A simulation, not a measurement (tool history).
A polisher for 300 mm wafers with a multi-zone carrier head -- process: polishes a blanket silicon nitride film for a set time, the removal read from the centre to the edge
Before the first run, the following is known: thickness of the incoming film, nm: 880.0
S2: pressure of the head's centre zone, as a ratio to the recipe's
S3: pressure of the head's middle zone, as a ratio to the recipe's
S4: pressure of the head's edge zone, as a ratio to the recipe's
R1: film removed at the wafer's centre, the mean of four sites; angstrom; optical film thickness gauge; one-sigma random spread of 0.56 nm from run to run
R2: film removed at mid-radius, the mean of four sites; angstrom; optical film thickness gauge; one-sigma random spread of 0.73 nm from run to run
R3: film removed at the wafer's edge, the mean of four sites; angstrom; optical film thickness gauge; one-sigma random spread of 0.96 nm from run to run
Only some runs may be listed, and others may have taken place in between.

{"run": 1, "hour": 0.0, "flow of slurry (ml/min)": 285, "S2": 1.0, "S3": 1.0, "S4": 1.0, "polishing time (s)": 34, "R1": 759.51, "R2": 764.86, "R3": 745.42}
{"run": 2, "hour": 4.8, "flow of slurry (ml/min)": 320, "S2": 1.0, "S3": 1.0, "S4": 1.0, "polishing time (s)": 34, "R1": 772.01, "R2": 782.79, "R3": 760.44}
{"run": 3, "hour": 11.0, "flow of slurry (ml/min)": 340, "S2": 1.0, "S3": 0.99, "S4": 1.05, "polishing time (s)": 35, "R1": 807.26, "R2": 792.57, "R3": 801.94}
{"run": 4, "hour": 16.8, "flow of slurry (ml/min)": 345, "S2": 0.99, "S3": 0.99, "S4": 1.09, "polishing time (s)": 36, "R1": 821.99, "R2": 812.5, "R3": 815.42}
{"run": 5, "hour": 23.9, "flow of slurry (ml/min)": 355, "S2": 0.96, "S3": 0.96, "S4": 1.1, "polishing time (s)": 38, "R1": 847.37, "R2": 824.06, "R3": 878.8}
{"run": 6, "hour": 32.8, "flow of slurry (ml/min)": 355, "S2": 0.96, "S3": 0.96, "S4": 1.1, "polishing time (s)": 45, "R1": 990.33, "R2": 1005.9, "R3": 1030.3}

The next listed run, before its measurement:
{"run": 7, "hour": 39.4, "flow of slurry (ml/min)": 355, "S2": 0.96, "S3": 0.96, "S4": 1.1, "polishing time (s)": 45, "R1": "?", "R2": "?", "R3": "?"}

Logged for run 7: R1 1003.00 angstrom, R2 991.37 angstrom, R3 1024.00 angstrom.
